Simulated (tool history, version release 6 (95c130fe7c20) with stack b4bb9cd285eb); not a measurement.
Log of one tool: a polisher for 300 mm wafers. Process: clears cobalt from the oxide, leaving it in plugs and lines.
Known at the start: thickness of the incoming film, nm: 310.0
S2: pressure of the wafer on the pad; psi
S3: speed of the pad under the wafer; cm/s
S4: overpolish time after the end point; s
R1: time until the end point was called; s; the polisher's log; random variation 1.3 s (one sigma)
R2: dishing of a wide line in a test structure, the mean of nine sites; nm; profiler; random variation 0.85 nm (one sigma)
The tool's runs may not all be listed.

run 1 day=0.000 | flow_of_slurry_(ml/min)=240 S2=1.4 S3=88 S4=17 | R1=93.042 R2=37.522
run 2 day=0.242 | flow_of_slurry_(ml/min)=240 S2=1.4 S3=88 S4=24 | R1=95.907 R2=44.985
run 3 day=0.617 | flow_of_slurry_(ml/min)=240 S2=1.4 S3=88 S4=22 | R1=95.267 R2=44.779
run 4 day=0.754 | flow_of_slurry_(ml/min)=240 S2=1.4 S3=88 S4=20 | R1=94.843 R2=42.903
run 5 day=0.925 | flow_of_slurry_(ml/min)=240 S2=1.4 S3=88 S4=18 | R1=92.808 R2=37.677
run 6 day=1.167 | flow_of_slurry_(ml/min)=240 S2=1.7 S3=88 S4=18 | R1=78.587 R2=41.951
run 7 day=1.354 | flow_of_slurry_(ml/min)=240 S2=1.7 S3=88 S4=17 | R1=82.008 R2=42.294

The next listed run, before its measurement:
run 8 day=1.700 | flow_of_slurry_(ml/min)=240 S2=1.7 S3=88 S4=16 | R1=? R2=?

R1: 77.676 s
R2: 40.329 nm

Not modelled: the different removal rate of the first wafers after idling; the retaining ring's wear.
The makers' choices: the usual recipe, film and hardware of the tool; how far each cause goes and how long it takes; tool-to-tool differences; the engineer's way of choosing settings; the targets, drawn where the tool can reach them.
